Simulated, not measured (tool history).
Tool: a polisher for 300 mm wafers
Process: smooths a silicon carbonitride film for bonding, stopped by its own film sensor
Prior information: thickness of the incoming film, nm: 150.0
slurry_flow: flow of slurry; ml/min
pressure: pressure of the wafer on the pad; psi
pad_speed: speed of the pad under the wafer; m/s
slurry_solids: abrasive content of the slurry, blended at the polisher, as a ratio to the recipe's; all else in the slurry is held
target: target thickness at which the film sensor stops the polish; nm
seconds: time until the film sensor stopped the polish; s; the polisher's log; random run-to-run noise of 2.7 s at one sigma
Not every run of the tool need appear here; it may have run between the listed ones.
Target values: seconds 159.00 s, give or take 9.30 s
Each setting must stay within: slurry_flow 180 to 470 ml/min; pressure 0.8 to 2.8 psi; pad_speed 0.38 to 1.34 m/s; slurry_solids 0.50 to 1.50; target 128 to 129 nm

run 1 hour=0.0 | slurry_flow=300 pressure=1.8 pad_speed=0.86 slurry_solids=1.00 target=129 | seconds=121.18
run 2 hour=3.0 | slurry_flow=300 pressure=1.7 pad_speed=0.84 slurry_solids=1.00 target=129 | seconds=127.04
run 3 hour=11.4 | slurry_flow=300 pressure=1.7 pad_speed=0.84 slurry_solids=1.00 target=129 | seconds=125.47
run 4 hour=12.1 | slurry_flow=300 pressure=1.7 pad_speed=0.84 slurry_solids=0.85 target=129 | seconds=143.86
run 5 hour=15.4 | slurry_flow=300 pressure=1.7 pad_speed=0.84 slurry_solids=1.05 target=129 | seconds=122.58
run 6 hour=22.4 | slurry_flow=300 pressure=1.7 pad_speed=0.84 slurry_solids=0.90 target=129 | seconds=137.47
run 7 hour=25.3 | slurry_flow=300 pressure=1.6 pad_speed=0.84 slurry_solids=0.90 target=129 | seconds=143.82
run 8 hour=26.3 | slurry_flow=300 pressure=1.4 pad_speed=0.82 slurry_solids=0.90 target=129 | seconds=174.35

Which single option among these 4 for the next run brings every result within its allowed miss of target? Just one does.
run A hour=27.3 | slurry_flow=235 pressure=1.8 pad_speed=0.84 slurry_solids=0.75 target=129 | seconds=?
run B hour=27.3 | slurry_flow=320 pressure=1.6 pad_speed=0.74 slurry_solids=0.75 target=129 | seconds=?
run C hour=27.3 | slurry_flow=300 pressure=1.4 pad_speed=0.84 slurry_solids=0.90 target=128 | seconds=?
run D hour=27.3 | slurry_flow=355 pressure=1.3 pad_speed=1.06 slurry_solids=0.70 target=129 | seconds=?

move=A seconds=157.98
move=B seconds=187.83
move=C seconds=174.12
move=D seconds=187.71
A: every result lands within tolerance
B: misses by more than the last run did
C: neither nearer nor further off than the last run
D: misses by more than the last run did
Correct choice: A, which meets every target
